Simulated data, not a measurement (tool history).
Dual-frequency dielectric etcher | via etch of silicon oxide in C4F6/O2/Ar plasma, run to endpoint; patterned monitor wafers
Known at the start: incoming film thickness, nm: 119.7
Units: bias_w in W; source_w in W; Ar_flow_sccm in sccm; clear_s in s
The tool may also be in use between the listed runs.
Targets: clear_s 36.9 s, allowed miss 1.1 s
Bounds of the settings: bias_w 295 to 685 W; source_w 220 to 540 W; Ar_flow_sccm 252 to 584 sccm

{"run": 1, "hour": 0.0, "bias_w": 490, "source_w": 380, "Ar_flow_sccm": 418, "clear_s": 29.65}
{"run": 2, "hour": 3.5, "bias_w": 413, "source_w": 380, "Ar_flow_sccm": 418, "clear_s": 31.677}
{"run": 3, "hour": 12.1, "bias_w": 413, "source_w": 430, "Ar_flow_sccm": 418, "clear_s": 30.291}
{"run": 4, "hour": 20.7, "bias_w": 413, "source_w": 430, "Ar_flow_sccm": 344, "clear_s": 30.132}
{"run": 5, "hour": 23.7, "bias_w": 413, "source_w": 430, "Ar_flow_sccm": 404, "clear_s": 29.937}
{"run": 6, "hour": 28.2, "bias_w": 492, "source_w": 430, "Ar_flow_sccm": 404, "clear_s": 28.231}
{"run": 7, "hour": 31.0, "bias_w": 442, "source_w": 400, "Ar_flow_sccm": 407, "clear_s": 30.163}
{"run": 8, "hour": 39.1, "bias_w": 404, "source_w": 370, "Ar_flow_sccm": 409, "clear_s": 32.188}

Which of these 4 next moves meets every target?
{"run": "A", "hour": 47.2, "bias_w": 295, "source_w": 320, "Ar_flow_sccm": 414, "clear_s": "?"}
{"run": "B", "hour": 47.2, "bias_w": 329, "source_w": 280, "Ar_flow_sccm": 409, "clear_s": "?"}
{"run": "C", "hour": 47.2, "bias_w": 324, "source_w": 320, "Ar_flow_sccm": 396, "clear_s": "?"}
{"run": "D", "hour": 47.2, "bias_w": 295, "source_w": 300, "Ar_flow_sccm": 417, "clear_s": "?"}

move=A clear_s=39.231
move=B clear_s=39.244
move=C clear_s=37.573
move=D clear_s=40.182
A: takes the result that was furthest off past its target
B: takes the result that was furthest off past its target
C: meets every target
D: takes the result that was furthest off past its target
Move C is the one to make.
